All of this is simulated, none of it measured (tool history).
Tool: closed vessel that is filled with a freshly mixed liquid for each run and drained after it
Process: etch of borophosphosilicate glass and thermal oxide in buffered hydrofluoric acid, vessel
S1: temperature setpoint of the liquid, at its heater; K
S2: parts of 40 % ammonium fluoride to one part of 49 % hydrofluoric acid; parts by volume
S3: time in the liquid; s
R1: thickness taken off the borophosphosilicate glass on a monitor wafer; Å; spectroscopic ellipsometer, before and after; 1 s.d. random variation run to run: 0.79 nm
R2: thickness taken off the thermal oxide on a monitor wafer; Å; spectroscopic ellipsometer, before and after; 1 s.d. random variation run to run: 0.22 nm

run	hour	S1	S2	S3	R1	R2
1	0	295.15	8	60	1650.4	722.63
2	8.3	295.15	9.5	60	1409.1	615.96
3	16.8	294.65	9.5	60	1379.9	598.52
4	23.3	294.65	9.5	50	1157.9	499.05
5	29.9	294.65	9.5	65	1511.4	649.92
6	30.5	293.15	9.5	65	1354	593.28
7	33.2	292.65	9.5	65	1328.9	581.03
8	35.7	292.15	9.5	65	1292.4	567.67
9	38.3	292.15	9.5	65	1300.6	561.08
10	41.2	291.15	9.5	65	1230	528.56
11	49.4	290.65	9.5	65	1180.1	516.45
12	57.5	290.65	9.5	65	1195	517.67

Run 13 comes next. What will it give?
13	63.3	290.15	9.5	65	?	?

{"run 13": {"R1": 1156.6, "R2": 501.42}}
